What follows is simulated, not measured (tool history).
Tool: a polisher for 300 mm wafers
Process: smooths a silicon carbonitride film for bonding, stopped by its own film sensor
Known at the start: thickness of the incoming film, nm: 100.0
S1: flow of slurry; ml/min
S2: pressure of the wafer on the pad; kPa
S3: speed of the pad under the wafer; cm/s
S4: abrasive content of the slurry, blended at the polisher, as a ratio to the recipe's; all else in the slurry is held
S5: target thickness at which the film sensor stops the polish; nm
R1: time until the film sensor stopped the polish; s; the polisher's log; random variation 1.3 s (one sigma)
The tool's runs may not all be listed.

run,hour,S1,S2,S3,S4,S5,R1
1,0,240,18.6,74,1,74,76.28
2,8.2,240,17.9,74,1,74,81.407
3,11.3,275,17.9,74,1,74,79.706
4,17.2,275,17.2,74,1,74,82.268
5,26.1,275,16.5,74,1,74,84.359
6,32.1,330,16.5,74,1,74,82.97

Forecast run 7:
7,38.3,330,15.9,74,1,74,?

R1: 88.047 s

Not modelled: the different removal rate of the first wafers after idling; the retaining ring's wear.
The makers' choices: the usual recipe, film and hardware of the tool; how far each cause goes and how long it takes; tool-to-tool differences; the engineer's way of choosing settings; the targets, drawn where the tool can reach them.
